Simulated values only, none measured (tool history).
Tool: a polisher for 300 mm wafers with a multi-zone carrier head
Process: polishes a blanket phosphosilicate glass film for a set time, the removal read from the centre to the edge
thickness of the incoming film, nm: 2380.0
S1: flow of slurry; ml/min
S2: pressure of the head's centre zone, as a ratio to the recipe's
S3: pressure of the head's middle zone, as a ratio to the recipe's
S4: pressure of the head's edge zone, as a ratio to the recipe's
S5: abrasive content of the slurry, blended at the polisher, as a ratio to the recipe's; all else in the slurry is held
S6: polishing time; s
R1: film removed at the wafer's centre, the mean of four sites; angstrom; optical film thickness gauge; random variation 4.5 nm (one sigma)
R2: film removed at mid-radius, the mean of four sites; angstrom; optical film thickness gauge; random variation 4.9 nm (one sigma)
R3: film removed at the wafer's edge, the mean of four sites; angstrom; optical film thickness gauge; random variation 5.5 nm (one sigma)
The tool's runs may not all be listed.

run,day,S1,S2,S3,S4,S5,S6,R1,R2,R3
1,0,195,1,1,1,1,67,6193.6,6241.1,6280.1
2,0.338,145,1,1,1,1,67,5930.8,5865.9,6126.9
3,0.517,145,0.98,0.99,1,0.95,67,5798.8,5774.1,5969.1
4,0.879,140,0.96,0.99,1.02,0.9,66,5396.6,5564.5,5725.7
5,1.225,165,0.96,0.99,1.02,0.9,66,5483.9,5684.5,6073.7
6,1.454,165,0.96,0.99,1.02,1.1,66,5966.9,6162.1,6428.2
7,1.538,165,0.95,0.98,1.02,1.05,66,5830.2,5914.8,6337

Run 8 comes next. What will it give?
8,1.792,165,0.94,0.98,1.02,1,66,?,?,?

R1: 5634.9 angstrom
R2: 5783.7 angstrom
R3: 6206.4 angstrom

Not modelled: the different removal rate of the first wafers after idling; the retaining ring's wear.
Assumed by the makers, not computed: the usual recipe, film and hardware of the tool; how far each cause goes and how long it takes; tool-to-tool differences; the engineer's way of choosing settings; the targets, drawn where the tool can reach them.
